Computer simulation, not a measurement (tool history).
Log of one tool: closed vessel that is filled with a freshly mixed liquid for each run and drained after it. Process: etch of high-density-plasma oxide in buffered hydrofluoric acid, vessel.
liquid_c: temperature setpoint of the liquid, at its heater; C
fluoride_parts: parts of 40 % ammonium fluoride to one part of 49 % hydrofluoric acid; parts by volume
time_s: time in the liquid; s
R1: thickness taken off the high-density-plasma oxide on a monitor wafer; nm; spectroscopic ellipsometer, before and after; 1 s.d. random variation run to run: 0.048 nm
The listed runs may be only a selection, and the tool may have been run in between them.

run 1 day=0 | liquid_c=22 fluoride_parts=16 time_s=30 | R1=22.551
run 2 day=0.192 | liquid_c=22 fluoride_parts=18.5 time_s=30 | R1=19.679
run 3 day=0.517 | liquid_c=23 fluoride_parts=18.5 time_s=30 | R1=20.724
run 4 day=0.888 | liquid_c=21.5 fluoride_parts=18.5 time_s=30 | R1=18.945
run 5 day=1.146 | liquid_c=20 fluoride_parts=19.5 time_s=30 | R1=16.539
run 6 day=1.458 | liquid_c=20 fluoride_parts=17 time_s=30 | R1=19.197

Run 7 has not been measured yet. What should we expect?
run 7 day=1.571 | liquid_c=19 fluoride_parts=19 time_s=30 | R1=?

Run 7 came out at R1 16.203 nm.

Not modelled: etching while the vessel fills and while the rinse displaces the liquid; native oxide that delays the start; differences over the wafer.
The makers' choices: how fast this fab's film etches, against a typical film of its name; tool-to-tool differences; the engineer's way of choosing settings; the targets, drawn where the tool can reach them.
